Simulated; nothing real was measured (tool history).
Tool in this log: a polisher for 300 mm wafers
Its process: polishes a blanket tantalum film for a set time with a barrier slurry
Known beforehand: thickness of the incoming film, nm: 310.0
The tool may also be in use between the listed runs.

run  hour  flow of slurry (ml/min)  pressure of the wafer on the pad (psi)  speed of the pad under the wafer (cm/s)  abrasive content of the slurry  polishing time (s)  film removed (angstrom)
  1     0                      310                                     1.2                                       78                               1                  46                   365.21
  2   1.7                      310                                     1.2                                       78                               1                  42                    336.2
  3   5.7                      280                                     1.2                                       78                               1                  42                   336.16
  4  14.3                      330                                     1.2                                       78                               1                  42                    339.9
  5  20.4                      330                                     1.2                                       78                               1                  42                   337.04
  6  22.6                      330                                     1.4                                       78                               1                  42                   390.08

Predict the results of run 7:
  7  24.5                      330                                     1.3                                       76                               1                  42                        ?

Run 7 produced film removed (angstrom) 357.91.

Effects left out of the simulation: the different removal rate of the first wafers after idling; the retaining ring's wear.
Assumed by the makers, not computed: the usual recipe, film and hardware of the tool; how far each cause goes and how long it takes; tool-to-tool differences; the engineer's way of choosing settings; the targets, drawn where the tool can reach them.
